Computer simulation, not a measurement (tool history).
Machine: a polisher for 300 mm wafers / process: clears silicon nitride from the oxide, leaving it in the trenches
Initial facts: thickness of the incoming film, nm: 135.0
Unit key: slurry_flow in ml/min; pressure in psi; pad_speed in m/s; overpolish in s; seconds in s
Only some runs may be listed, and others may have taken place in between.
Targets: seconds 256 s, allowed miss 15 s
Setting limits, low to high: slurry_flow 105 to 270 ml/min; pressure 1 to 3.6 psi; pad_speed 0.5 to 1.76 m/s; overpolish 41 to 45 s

run,hour,slurry_flow,pressure,pad_speed,overpolish,seconds
1,0,175,2.3,1.12,41,193.04
2,2.2,175,2.1,1.12,41,208.5
3,4.6,155,2.1,1.12,41,209.07
4,12.2,155,2,1.12,41,226.24
5,14.6,155,1.9,1.12,41,234.88
6,17.7,155,1.9,1.32,41,199.22
7,22.1,155,1.8,1.32,41,213
8,29.8,155,1.7,1.32,41,224.74
9,34.5,155,1.6,1.32,41,236
# hour 38.3: worn pad replaced by a new one
10,38.3,155,1.5,1.32,41,238.69

Which one of the following 5 next-run settings gets every result inside its allowed miss? There is exactly one.
A,42.1,165,1.9,1.08,41,?
B,42.1,125,1.6,1.34,41,?
C,42.1,150,1.5,1.38,45,?
D,42.1,180,1.7,1.28,41,?
E,42.1,155,1.2,1.5,41,?

move,seconds
A,220.51
B,227.13
C,227.07
D,208.88
E,259.08
A: the biggest miss grows against the last run
B: the biggest miss grows against the last run
C: the biggest miss grows against the last run
D: the biggest miss grows against the last run
E: each result inside its tolerance
Correct choice: E, which meets every target
